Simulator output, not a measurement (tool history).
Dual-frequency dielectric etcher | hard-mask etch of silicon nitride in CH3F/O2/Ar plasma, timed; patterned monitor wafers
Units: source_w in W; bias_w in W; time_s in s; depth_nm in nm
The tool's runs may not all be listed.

{"run": 1, "hour": 0.0, "source_w": 490, "bias_w": 93, "time_s": 149, "depth_nm": 130.61}
{"run": 2, "hour": 2.0, "source_w": 470, "bias_w": 92, "time_s": 149, "depth_nm": 128.98}
{"run": 3, "hour": 7.9, "source_w": 510, "bias_w": 92, "time_s": 149, "depth_nm": 134.01}
{"run": 4, "hour": 8.6, "source_w": 560, "bias_w": 92, "time_s": 149, "depth_nm": 138.12}
{"run": 5, "hour": 12.5, "source_w": 560, "bias_w": 92, "time_s": 149, "depth_nm": 138.82}
{"run": 6, "hour": 15.8, "source_w": 530, "bias_w": 91, "time_s": 149, "depth_nm": 134.96}
{"run": 7, "hour": 22.8, "source_w": 500, "bias_w": 90, "time_s": 149, "depth_nm": 131.16}

What does the tool deliver on the next run?
{"run": 8, "hour": 27.8, "source_w": 480, "bias_w": 89, "time_s": 149, "depth_nm": "?"}

depth_nm: 127.39 nm

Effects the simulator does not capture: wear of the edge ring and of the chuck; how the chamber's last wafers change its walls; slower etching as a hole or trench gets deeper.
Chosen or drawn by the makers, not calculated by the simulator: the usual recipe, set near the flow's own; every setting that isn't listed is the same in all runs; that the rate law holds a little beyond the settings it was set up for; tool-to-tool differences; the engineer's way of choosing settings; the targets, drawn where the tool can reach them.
